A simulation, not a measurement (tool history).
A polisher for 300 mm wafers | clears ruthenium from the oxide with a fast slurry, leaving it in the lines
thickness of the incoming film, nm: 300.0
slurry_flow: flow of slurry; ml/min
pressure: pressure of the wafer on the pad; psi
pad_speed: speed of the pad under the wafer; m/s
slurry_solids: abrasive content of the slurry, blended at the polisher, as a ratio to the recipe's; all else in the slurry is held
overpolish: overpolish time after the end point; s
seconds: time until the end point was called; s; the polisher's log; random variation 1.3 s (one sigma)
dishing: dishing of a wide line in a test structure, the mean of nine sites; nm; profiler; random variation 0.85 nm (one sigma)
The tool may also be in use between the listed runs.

run	hour	slurry_flow	pressure	pad_speed	slurry_solids	overpolish	seconds	dishing
1	0	230	2.4	1.26	1	25	81.825	72.692
2	3	230	2.4	1.26	1	17	83.465	48.044
3	4.9	230	2.4	1.26	1	9	84.464	28.219
4	8.4	230	2.4	1.26	0.85	9	90.841	24.649
5	13.9	230	2.5	1.26	0.85	9	87.691	26.307
6	18.2	230	2.5	1.48	0.85	9	77.187	31.481
7	21.8	230	2.6	1.48	0.85	9	74.319	31.242

Forecast run 8:
8	29.2	230	2.7	1.5	0.85	12	?	?

{"run 8": {"seconds": 71.153, "dishing": 40.449}}

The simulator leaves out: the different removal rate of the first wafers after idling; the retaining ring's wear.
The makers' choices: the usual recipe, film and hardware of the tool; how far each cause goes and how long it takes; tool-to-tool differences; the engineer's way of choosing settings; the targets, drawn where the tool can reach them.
